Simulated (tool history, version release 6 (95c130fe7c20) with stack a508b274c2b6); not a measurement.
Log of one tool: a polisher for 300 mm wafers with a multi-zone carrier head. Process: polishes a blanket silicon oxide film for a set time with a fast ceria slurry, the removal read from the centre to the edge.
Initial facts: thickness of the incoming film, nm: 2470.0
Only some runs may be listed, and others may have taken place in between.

| run | hour | flow of slurry (ml/min) | pressure of the head's centre zone | pressure of the head's middle zone | pressure of the head's edge zone | polishing time (s) | film removed at the wafer's centre (nm) | film removed at mid-radius (nm) | film removed at the wafer's edge (nm) |
|---|---|---|---|---|---|---|---|---|---|
| 1 | 0.0 | 290 | 1.00 | 1.00 | 1.00 | 62 | 685.24 | 665.59 | 672.33 |
| 2 | 1.4 | 295 | 1.03 | 1.03 | 1.01 | 64 | 726.61 | 722.46 | 696.93 |
| 3 | 7.8 | 235 | 1.03 | 1.03 | 1.01 | 64 | 706.18 | 697.67 | 677.29 |
| 4 | 16.7 | 255 | 1.06 | 1.04 | 1.02 | 66 | 764.19 | 731.54 | 704.70 |
| 5 | 24.8 | 255 | 1.06 | 1.04 | 1.02 | 76 | 883.88 | 829.41 | 816.27 |
| 6 | 29.5 | 255 | 1.06 | 1.01 | 1.02 | 76 | 868.00 | 815.44 | 828.01 |
| 7 | 31.2 | 270 | 1.07 | 1.03 | 1.02 | 76 | 885.30 | 830.49 | 820.19 |
| 8 | 39.1 | 305 | 1.16 | 1.13 | 1.06 | 79 | 1023.10 | 934.88 | 871.47 |

Run 9 comes next. What will it give?
| 9 | 42.3 | 305 | 1.16 | 1.14 | 1.05 | 79 | ? | ? | ? |

film removed at the wafer's centre (nm): 1025.70
film removed at mid-radius (nm): 958.78
film removed at the wafer's edge (nm): 868.75

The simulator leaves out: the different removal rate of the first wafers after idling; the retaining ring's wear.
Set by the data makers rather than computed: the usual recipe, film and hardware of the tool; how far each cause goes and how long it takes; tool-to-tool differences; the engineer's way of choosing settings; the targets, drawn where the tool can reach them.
